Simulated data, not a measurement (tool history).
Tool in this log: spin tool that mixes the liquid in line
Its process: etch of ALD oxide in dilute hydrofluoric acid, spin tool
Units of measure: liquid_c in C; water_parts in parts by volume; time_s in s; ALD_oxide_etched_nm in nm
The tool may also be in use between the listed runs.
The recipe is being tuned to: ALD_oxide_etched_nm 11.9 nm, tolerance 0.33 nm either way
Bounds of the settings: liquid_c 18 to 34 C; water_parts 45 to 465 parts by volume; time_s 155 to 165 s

run 1 day=0 | liquid_c=26 water_parts=255 time_s=155 | ALD_oxide_etched_nm=7.6492
run 2 day=0.204 | liquid_c=29.5 water_parts=255 time_s=155 | ALD_oxide_etched_nm=8.4986
run 3 day=0.542 | liquid_c=29.5 water_parts=285 time_s=155 | ALD_oxide_etched_nm=7.4749
run 4 day=0.708 | liquid_c=31 water_parts=265 time_s=155 | ALD_oxide_etched_nm=8.6202
run 5 day=0.846 | liquid_c=32 water_parts=250 time_s=155 | ALD_oxide_etched_nm=9.4951
run 6 day=0.946 | liquid_c=32.5 water_parts=240 time_s=155 | ALD_oxide_etched_nm=10.281
run 7 day=1.258 | liquid_c=33 water_parts=235 time_s=155 | ALD_oxide_etched_nm=10.607
run 8 day=1.571 | liquid_c=33.5 water_parts=230 time_s=155 | ALD_oxide_etched_nm=11.26

Exactly one of the 4 candidate moves below puts every result within its allowed miss. Which one?
run A day=1.883 | liquid_c=34 water_parts=245 time_s=155 | ALD_oxide_etched_nm=?
run B day=1.883 | liquid_c=34 water_parts=245 time_s=165 | ALD_oxide_etched_nm=?
run C day=1.883 | liquid_c=32.5 water_parts=230 time_s=155 | ALD_oxide_etched_nm=?
run D day=1.883 | liquid_c=32.5 water_parts=225 time_s=165 | ALD_oxide_etched_nm=?

move=A ALD_oxide_etched_nm=10.392
move=B ALD_oxide_etched_nm=11.062
move=C ALD_oxide_etched_nm=10.745
move=D ALD_oxide_etched_nm=11.766
A: the biggest miss grows against the last run
B: the biggest miss grows against the last run
C: the biggest miss grows against the last run
D: each result inside its tolerance
The move that meets every target is D.
